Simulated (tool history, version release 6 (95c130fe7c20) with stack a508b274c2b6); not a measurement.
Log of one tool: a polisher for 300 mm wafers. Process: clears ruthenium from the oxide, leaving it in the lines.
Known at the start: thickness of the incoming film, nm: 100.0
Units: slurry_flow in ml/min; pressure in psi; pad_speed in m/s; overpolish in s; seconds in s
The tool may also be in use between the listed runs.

run 1 day=0 | slurry_flow=130 pressure=1.7 pad_speed=1.04 overpolish=37 | seconds=111.3
run 2 day=0.304 | slurry_flow=115 pressure=1.7 pad_speed=1.04 overpolish=37 | seconds=109.33
run 3 day=0.617 | slurry_flow=115 pressure=1.9 pad_speed=1.04 overpolish=37 | seconds=101.64
run 4 day=0.821 | slurry_flow=90 pressure=1.9 pad_speed=1.04 overpolish=37 | seconds=107.23
run 5 day=0.988 | slurry_flow=90 pressure=1.9 pad_speed=1.04 overpolish=40 | seconds=107.21
run 6 day=1.196 | slurry_flow=90 pressure=1.9 pad_speed=1.18 overpolish=40 | seconds=92.518

Forecast run 7:
run 7 day=1.442 | slurry_flow=105 pressure=2.4 pad_speed=1.22 overpolish=40 | seconds=?

seconds: 70.443 s
